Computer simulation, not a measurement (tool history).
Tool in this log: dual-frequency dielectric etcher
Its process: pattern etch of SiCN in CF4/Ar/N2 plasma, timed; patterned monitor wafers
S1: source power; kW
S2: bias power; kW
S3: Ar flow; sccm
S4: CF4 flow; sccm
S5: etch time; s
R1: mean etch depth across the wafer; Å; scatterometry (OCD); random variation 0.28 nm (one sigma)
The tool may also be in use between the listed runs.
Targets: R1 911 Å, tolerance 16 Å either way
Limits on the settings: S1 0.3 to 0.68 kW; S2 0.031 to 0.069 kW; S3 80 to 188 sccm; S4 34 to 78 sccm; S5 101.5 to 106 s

run    day    S1     S2   S3  S4     S5      R1
  1      0  0.49   0.05  134  56  101.5  706.69
  2  0.254  0.49   0.05  134  65  101.5  737.15
  3   0.45  0.49   0.05  114  65  101.5  751.31
  4  0.688  0.49   0.05  114  57  101.5  730.82
  5  0.933  0.49  0.054  114  57  101.5   749.7
  6  1.046  0.49  0.054  114  65  101.5  773.25
  7  1.321  0.51  0.054  114  65  101.5  802.94
  8  1.454  0.52  0.054  114  65  101.5   823.5
  9  1.525  0.53  0.054  114  65  101.5  839.46
 10  1.892  0.54  0.054  114  65  101.5  859.31
 11  2.042  0.55  0.054  114  65  101.5  872.87
 12  2.254  0.56  0.054  114  65  101.5  894.16

Exercise: of the 4 proposed moves below, exactly one satisfies all targets within the stated allowed misses. Which move is it?
  A  2.467  0.54  0.058  116  71    104   ?
  B  2.467  0.54  0.055  106  60    103   ?
  C  2.467  0.55  0.053  116  61    102   ?
  D  2.467  0.56  0.051  124  58  105.5   ?

move      R1
   A  919.85
   B  870.57
   C  860.32
   D  875.53
A: every result within its allowed miss
B: the biggest miss grows against the last run
C: the biggest miss grows against the last run
D: the biggest miss grows against the last run
Go with A: it meets all targets.
